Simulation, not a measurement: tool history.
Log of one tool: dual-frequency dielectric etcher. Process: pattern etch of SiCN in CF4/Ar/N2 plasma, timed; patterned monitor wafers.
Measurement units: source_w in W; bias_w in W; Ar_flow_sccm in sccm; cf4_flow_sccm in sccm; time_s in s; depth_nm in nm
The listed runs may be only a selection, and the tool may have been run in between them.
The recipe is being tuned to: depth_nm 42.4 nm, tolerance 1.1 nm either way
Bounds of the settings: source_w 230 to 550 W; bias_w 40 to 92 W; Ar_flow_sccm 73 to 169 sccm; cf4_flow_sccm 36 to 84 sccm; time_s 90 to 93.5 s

{"run": 1, "hour": 0.0, "source_w": 390, "bias_w": 66, "Ar_flow_sccm": 121, "cf4_flow_sccm": 60, "time_s": 90, "depth_nm": 57.271}
{"run": 2, "hour": 1.5, "source_w": 350, "bias_w": 66, "Ar_flow_sccm": 121, "cf4_flow_sccm": 60, "time_s": 90, "depth_nm": 52.83}
{"run": 3, "hour": 7.8, "source_w": 350, "bias_w": 66, "Ar_flow_sccm": 121, "cf4_flow_sccm": 60, "time_s": 90, "depth_nm": 52.674}
{"run": 4, "hour": 11.6, "source_w": 350, "bias_w": 66, "Ar_flow_sccm": 121, "cf4_flow_sccm": 60, "time_s": 93.5, "depth_nm": 54.936}
{"run": 5, "hour": 12.2, "source_w": 350, "bias_w": 66, "Ar_flow_sccm": 108, "cf4_flow_sccm": 60, "time_s": 93.5, "depth_nm": 55.326}
{"run": 6, "hour": 13.1, "source_w": 330, "bias_w": 66, "Ar_flow_sccm": 108, "cf4_flow_sccm": 60, "time_s": 93.5, "depth_nm": 53.429}
{"run": 7, "hour": 18.8, "source_w": 320, "bias_w": 65, "Ar_flow_sccm": 108, "cf4_flow_sccm": 60, "time_s": 93.5, "depth_nm": 51.681}
{"run": 8, "hour": 27.7, "source_w": 310, "bias_w": 65, "Ar_flow_sccm": 108, "cf4_flow_sccm": 60, "time_s": 93.5, "depth_nm": 50.281}
{"run": 9, "hour": 33.5, "source_w": 300, "bias_w": 65, "Ar_flow_sccm": 108, "cf4_flow_sccm": 60, "time_s": 93.5, "depth_nm": 49.197}
{"run": 10, "hour": 34.8, "source_w": 290, "bias_w": 65, "Ar_flow_sccm": 108, "cf4_flow_sccm": 60, "time_s": 93.5, "depth_nm": 47.996}
{"run": 11, "hour": 36.5, "source_w": 280, "bias_w": 65, "Ar_flow_sccm": 108, "cf4_flow_sccm": 60, "time_s": 93.5, "depth_nm": 46.57}
{"run": 12, "hour": 41.7, "source_w": 270, "bias_w": 65, "Ar_flow_sccm": 108, "cf4_flow_sccm": 60, "time_s": 93.5, "depth_nm": 45.613}

4 candidate next runs follow, results not yet known. Just one meets every target within its allowed miss. Identify it.
{"run": "A", "hour": 46.9, "source_w": 270, "bias_w": 67, "Ar_flow_sccm": 121, "cf4_flow_sccm": 47, "time_s": 91.5, "depth_nm": "?"}
{"run": "B", "hour": 46.9, "source_w": 280, "bias_w": 69, "Ar_flow_sccm": 91, "cf4_flow_sccm": 61, "time_s": 93, "depth_nm": "?"}
{"run": "C", "hour": 46.9, "source_w": 330, "bias_w": 57, "Ar_flow_sccm": 98, "cf4_flow_sccm": 66, "time_s": 91.5, "depth_nm": "?"}
{"run": "D", "hour": 46.9, "source_w": 300, "bias_w": 68, "Ar_flow_sccm": 116, "cf4_flow_sccm": 74, "time_s": 93.5, "depth_nm": "?"}

move=A depth_nm=42.778
move=B depth_nm=48.237
move=C depth_nm=51.345
move=D depth_nm=50.998
A: all results in spec
B: its largest miss is bigger than the last run's
C: its largest miss is bigger than the last run's
D: its largest miss is bigger than the last run's
Correct choice: A, which meets every target
